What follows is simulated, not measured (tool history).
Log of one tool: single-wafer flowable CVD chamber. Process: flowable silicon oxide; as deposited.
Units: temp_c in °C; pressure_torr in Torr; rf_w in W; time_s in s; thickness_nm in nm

run,day,temp_c,pressure_torr,rf_w,time_s,thickness_nm
1,0.000,105,0.598,2610,444,159.20
2,0.225,95,0.598,2610,444,213.61
3,0.342,104,0.598,2610,444,163.78
4,0.479,104,0.598,2450,444,161.72
5,0.583,111,0.598,2450,444,131.96
6,0.917,109,0.598,2450,444,139.83
7,0.996,107,0.598,2450,444,147.72
8,1.062,105,0.598,2450,444,157.33
9,1.096,105,0.598,2450,444,156.78
10,1.312,103,0.598,2450,444,166.58
11,1.492,102,0.598,2450,444,171.43
12,1.804,101,0.598,2450,444,177.23
13,2.083,100,0.598,2450,444,181.55
14,2.300,99,0.598,2450,444,187.34
15,2.638,98,0.598,2450,444,193.89

The next listed run, before its measurement:
16,2.958,98,0.598,2450,444,?

thickness_nm: 193.58 nm
